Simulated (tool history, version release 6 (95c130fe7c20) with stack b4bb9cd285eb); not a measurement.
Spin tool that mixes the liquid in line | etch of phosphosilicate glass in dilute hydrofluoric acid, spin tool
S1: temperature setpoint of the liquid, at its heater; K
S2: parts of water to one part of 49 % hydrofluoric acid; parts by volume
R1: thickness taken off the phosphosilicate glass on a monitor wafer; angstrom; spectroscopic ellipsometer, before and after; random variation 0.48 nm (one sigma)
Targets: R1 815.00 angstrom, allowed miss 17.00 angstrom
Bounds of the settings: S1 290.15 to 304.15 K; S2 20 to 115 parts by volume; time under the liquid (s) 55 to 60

Run 1, day 0.000: S1 296.15 K, S2 65 parts by volume, time under the liquid (s) 55. Result: R1 1316.20 angstrom.
Run 2, day 0.154: S1 296.15 K, S2 50 parts by volume, time under the liquid (s) 55. Result: R1 1740.50 angstrom.
Run 3, day 0.342: S1 294.65 K, S2 50 parts by volume, time under the liquid (s) 55. Result: R1 1636.40 angstrom.
Run 4, day 0.525: S1 294.15 K, S2 55 parts by volume, time under the liquid (s) 55. Result: R1 1453.80 angstrom.
Run 5, day 0.846: S1 294.15 K, S2 55 parts by volume, time under the liquid (s) 55. Result: R1 1453.00 angstrom.
Run 6, day 1.117: S1 297.15 K, S2 55 parts by volume, time under the liquid (s) 55. Result: R1 1645.10 angstrom.
Run 7, day 1.208: S1 293.15 K, S2 80 parts by volume, time under the liquid (s) 55. Result: R1 931.98 angstrom.
Run 8, day 1.575: S1 292.65 K, S2 80 parts by volume, time under the liquid (s) 55. Result: R1 902.90 angstrom.
Run 9, day 1.667: S1 292.15 K, S2 80 parts by volume, time under the liquid (s) 55. Result: R1 893.20 angstrom.
Run 10, day 1.812: S1 291.15 K, S2 80 parts by volume, time under the liquid (s) 55. Result: R1 859.99 angstrom.
Run 11, day 1.838: S1 290.65 K, S2 80 parts by volume, time under the liquid (s) 55. Result: R1 837.15 angstrom.

Which of these 4 next moves meets every target?
Run A, day 1.862: S1 291.65 K, S2 90 parts by volume, time under the liquid (s) 55. Result: R1 ?.
Run B, day 1.862: S1 295.15 K, S2 100 parts by volume, time under the liquid (s) 55. Result: R1 ?.
Run C, day 1.862: S1 293.15 K, S2 95 parts by volume, time under the liquid (s) 55. Result: R1 ?.
Run D, day 1.862: S1 290.15 K, S2 80 parts by volume, time under the liquid (s) 55. Result: R1 ?.

move      R1
   A  764.84
   B  785.95
   C  766.91
   D  816.35
A: takes the result that was furthest off past its target
B: takes the result that was furthest off past its target
C: takes the result that was furthest off past its target
D: meets every target
Move D is the one to make.

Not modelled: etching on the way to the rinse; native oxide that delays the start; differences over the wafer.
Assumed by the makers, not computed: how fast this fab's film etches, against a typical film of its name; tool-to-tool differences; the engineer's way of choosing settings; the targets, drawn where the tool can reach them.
